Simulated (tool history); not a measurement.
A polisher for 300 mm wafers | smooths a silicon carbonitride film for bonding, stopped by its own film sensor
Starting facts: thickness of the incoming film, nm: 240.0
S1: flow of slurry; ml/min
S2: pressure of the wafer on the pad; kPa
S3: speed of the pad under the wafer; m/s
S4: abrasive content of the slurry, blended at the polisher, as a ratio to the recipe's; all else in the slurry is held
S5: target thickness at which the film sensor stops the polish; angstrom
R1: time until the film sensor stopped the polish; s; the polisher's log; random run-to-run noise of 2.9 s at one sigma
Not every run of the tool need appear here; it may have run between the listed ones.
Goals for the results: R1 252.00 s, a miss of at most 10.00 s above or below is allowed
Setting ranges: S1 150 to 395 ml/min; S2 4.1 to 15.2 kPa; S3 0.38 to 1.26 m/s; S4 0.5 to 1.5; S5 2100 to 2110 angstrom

run  hour   S1    S2    S3   S4    S5      R1
  1   0.0  250   9.7  0.82  1.0  2110  204.90
  2   0.7  290   9.7  0.82  1.0  2110  200.72
  3   8.0  290   9.0  0.82  1.0  2110  212.90
  4  15.4  285   8.3  0.82  1.0  2110  235.26
  5  17.9  285  10.3  0.82  1.0  2110  189.16
  6  24.5  285  10.3  0.82  1.1  2110  182.36
  7  26.9  285   9.7  0.82  1.1  2110  190.56
  8  27.9  285   9.0  0.82  1.1  2110  202.59
  9  31.2  285   8.3  0.82  1.1  2110  222.66
 10  36.7  280   7.6  0.82  1.1  2110  238.79

Which of these 5 next moves meets every target?
  A  42.2  295  9.7  0.54  1.0  2100   ?
  B  42.2  295  6.2  1.12  1.1  2110   ?
  C  42.2  265  9.0  0.78  1.1  2100   ?
  D  42.2  320  6.9  0.72  1.2  2100   ?
  E  42.2  275  8.3  0.66  1.2  2110   ?

move      R1
   A  277.62
   B  227.36
   C  218.83
   D  281.69
   E  246.81
A: pushes the last run's worst result past its target
B: moves away from the targets compared with the last run
C: moves away from the targets compared with the last run
D: pushes the last run's worst result past its target
E: each result inside its tolerance
The move that meets every target is E.
